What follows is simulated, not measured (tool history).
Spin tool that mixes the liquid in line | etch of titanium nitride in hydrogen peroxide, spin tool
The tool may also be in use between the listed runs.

run	day	temperature setpoint of the liquid (C)	concentration of hydrogen peroxide in the mixed liquid (% by weight)	time under the liquid (s)	thickness taken off the titanium nitride on a monitor wafer (angstrom)
1	0	56	16.5	45	33.735
2	0.1	55	16.5	45	31.355
3	0.379	54	16.5	45	29.361
4	0.575	54	19	45	30.25
5	0.846	53	19	45	27.94
6	0.962	52	19	45	26.024

Run 7 is up next; what results do you expect?
7	1.204	51	19	45	?

{"run 7": {"thickness taken off the titanium nitride on a monitor wafer (angstrom)": 24.425}}

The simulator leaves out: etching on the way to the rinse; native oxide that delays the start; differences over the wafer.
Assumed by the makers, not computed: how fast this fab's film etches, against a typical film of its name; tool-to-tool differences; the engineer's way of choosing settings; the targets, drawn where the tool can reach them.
